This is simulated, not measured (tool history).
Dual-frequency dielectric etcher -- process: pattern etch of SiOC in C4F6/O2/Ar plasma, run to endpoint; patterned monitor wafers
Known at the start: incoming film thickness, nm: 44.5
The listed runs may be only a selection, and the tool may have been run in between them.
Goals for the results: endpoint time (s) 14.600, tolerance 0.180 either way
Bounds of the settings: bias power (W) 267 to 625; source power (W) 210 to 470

| run | day | bias power (W) | source power (W) | endpoint time (s) |
|---|---|---|---|---|
| 1 | 0.000 | 446 | 340 | 15.266 |
| 2 | 0.183 | 456 | 340 | 15.169 |
| 3 | 0.250 | 456 | 300 | 15.972 |
| 4 | 0.592 | 456 | 250 | 17.413 |
| 5 | 0.808 | 487 | 260 | 16.515 |
| 6 | 0.992 | 510 | 260 | 16.294 |
| 7 | 1.208 | 531 | 260 | 16.068 |
| 8 | 1.308 | 621 | 290 | 14.334 |
| 9 | 1.429 | 617 | 290 | 14.323 |
| 10 | 1.750 | 617 | 290 | 14.320 |
| 11 | 2.046 | 613 | 290 | 14.391 |

Which single option among these 5 for the next run brings every result within its allowed miss of target? Just one does.
| A | 2.342 | 598 | 290 | ? |
| B | 2.342 | 608 | 300 | ? |
| C | 2.342 | 625 | 290 | ? |
| D | 2.342 | 610 | 310 | ? |
| E | 2.342 | 616 | 310 | ? |

| move | endpoint time (s) |
|---|---|
| A | 14.509 |
| B | 14.201 |
| C | 14.254 |
| D | 13.982 |
| E | 13.928 |
A: hits every target within its allowed miss
B: its largest miss is bigger than the last run's
C: its largest miss is bigger than the last run's
D: its largest miss is bigger than the last run's
E: its largest miss is bigger than the last run's
Correct choice: A, which meets every target
